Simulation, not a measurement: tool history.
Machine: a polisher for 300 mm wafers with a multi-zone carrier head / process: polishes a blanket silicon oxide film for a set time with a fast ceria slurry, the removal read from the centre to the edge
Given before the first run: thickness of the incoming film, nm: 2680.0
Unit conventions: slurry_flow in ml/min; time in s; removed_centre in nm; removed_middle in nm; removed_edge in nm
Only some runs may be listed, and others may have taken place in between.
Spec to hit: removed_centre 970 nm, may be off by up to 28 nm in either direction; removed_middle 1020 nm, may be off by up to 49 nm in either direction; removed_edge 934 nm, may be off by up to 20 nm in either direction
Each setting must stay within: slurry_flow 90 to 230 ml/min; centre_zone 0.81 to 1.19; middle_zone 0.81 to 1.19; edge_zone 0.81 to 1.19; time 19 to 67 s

run 1 hour=0 | slurry_flow=150 centre_zone=1 middle_zone=1 edge_zone=1 time=43 | removed_centre=1046.3 removed_middle=1074.7 removed_edge=1068.4
run 2 hour=5.3 | slurry_flow=150 centre_zone=1 middle_zone=1 edge_zone=0.97 time=43 | removed_centre=1036.3 removed_middle=1057.8 removed_edge=1041.9
run 3 hour=6.9 | slurry_flow=120 centre_zone=1 middle_zone=1 edge_zone=0.97 time=43 | removed_centre=1000.1 removed_middle=1012.1 removed_edge=1020.3
run 4 hour=7.4 | slurry_flow=115 centre_zone=1 middle_zone=1.01 edge_zone=0.95 time=43 | removed_centre=975.27 removed_middle=1030.4 removed_edge=1003
run 5 hour=10.6 | slurry_flow=115 centre_zone=1 middle_zone=1.01 edge_zone=0.95 time=34 | removed_centre=768.22 removed_middle=804.59 removed_edge=795.56
run 6 hour=16.2 | slurry_flow=130 centre_zone=1.01 middle_zone=1.03 edge_zone=0.97 time=34 | removed_centre=815.24 removed_middle=837.9 removed_edge=823.15
run 7 hour=22.4 | slurry_flow=145 centre_zone=1.01 middle_zone=1.05 edge_zone=0.99 time=34 | removed_centre=821.36 removed_middle=847.11 removed_edge=838.06
run 8 hour=29 | slurry_flow=155 centre_zone=1.02 middle_zone=1.08 edge_zone=0.99 time=34 | removed_centre=847.21 removed_middle=883.2 removed_edge=833.39
run 9 hour=31.3 | slurry_flow=165 centre_zone=1.02 middle_zone=1.09 edge_zone=1.01 time=34 | removed_centre=856.75 removed_middle=903.79 removed_edge=847.02
run 10 hour=39.5 | slurry_flow=175 centre_zone=1.02 middle_zone=1.1 edge_zone=1.03 time=34 | removed_centre=854.44 removed_middle=915.62 removed_edge=868.71
run 11 hour=46.4 | slurry_flow=215 centre_zone=1.11 middle_zone=1.17 edge_zone=1.05 time=35 | removed_centre=989.31 removed_middle=986.87 removed_edge=915.65

Which of these 4 next moves meets every target?
run A hour=53.3 | slurry_flow=225 centre_zone=1.14 middle_zone=1.11 edge_zone=1.06 time=35 | removed_centre=? removed_middle=? removed_edge=?
run B hour=53.3 | slurry_flow=230 centre_zone=1.1 middle_zone=1.11 edge_zone=1.06 time=36 | removed_centre=? removed_middle=? removed_edge=?
run C hour=53.3 | slurry_flow=230 centre_zone=1.18 middle_zone=1.06 edge_zone=1.19 time=34 | removed_centre=? removed_middle=? removed_edge=?
run D hour=53.3 | slurry_flow=230 centre_zone=1.07 middle_zone=1.15 edge_zone=1.07 time=35 | removed_centre=? removed_middle=? removed_edge=?

move=A removed_centre=1029.3 removed_middle=977.92 removed_edge=913.49
move=B removed_centre=1024.3 removed_middle=1008.7 removed_edge=941.41
move=C removed_centre=1037.9 removed_middle=917.77 removed_edge=940.96
move=D removed_centre=968.73 removed_middle=1009.1 removed_edge=918.87
A: misses by more than the last run did
B: meets the target for the result that was furthest off, but another lies outside its allowed miss
C: meets the target for the result that was furthest off, but another lies outside its allowed miss
D: all results land within tolerance of their targets
Correct choice: D, which meets every target
